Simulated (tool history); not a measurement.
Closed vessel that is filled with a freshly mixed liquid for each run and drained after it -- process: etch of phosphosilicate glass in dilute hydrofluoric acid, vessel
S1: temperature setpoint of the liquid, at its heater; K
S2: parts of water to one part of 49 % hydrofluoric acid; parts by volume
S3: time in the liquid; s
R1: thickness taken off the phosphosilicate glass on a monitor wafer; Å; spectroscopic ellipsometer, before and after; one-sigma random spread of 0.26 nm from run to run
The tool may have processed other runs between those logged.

{"run": 1, "hour": 0.0, "S1": 297.15, "S2": 260, "S3": 145, "R1": 286.24}
{"run": 2, "hour": 8.0, "S1": 298.15, "S2": 255, "S3": 145, "R1": 299.15}
{"run": 3, "hour": 16.7, "S1": 298.65, "S2": 245, "S3": 145, "R1": 323.53}
{"run": 4, "hour": 17.9, "S1": 299.15, "S2": 240, "S3": 145, "R1": 339.45}
{"run": 5, "hour": 23.4, "S1": 299.15, "S2": 280, "S3": 145, "R1": 277.16}
{"run": 6, "hour": 32.1, "S1": 299.15, "S2": 280, "S3": 115, "R1": 220.31}
{"run": 7, "hour": 37.3, "S1": 299.65, "S2": 265, "S3": 115, "R1": 239.17}
{"run": 8, "hour": 41.6, "S1": 299.65, "S2": 250, "S3": 115, "R1": 259.11}
{"run": 9, "hour": 45.3, "S1": 299.65, "S2": 235, "S3": 115, "R1": 278.38}
{"run": 10, "hour": 46.6, "S1": 300.15, "S2": 220, "S3": 115, "R1": 309.95}
{"run": 11, "hour": 53.0, "S1": 300.65, "S2": 210, "S3": 115, "R1": 331.58}
{"run": 12, "hour": 55.0, "S1": 300.65, "S2": 210, "S3": 115, "R1": 333.67}

The next listed run, before its measurement:
{"run": 13, "hour": 62.0, "S1": 301.15, "S2": 205, "S3": 115, "R1": "?"}

Run 13 yielded R1 348.49 Å.
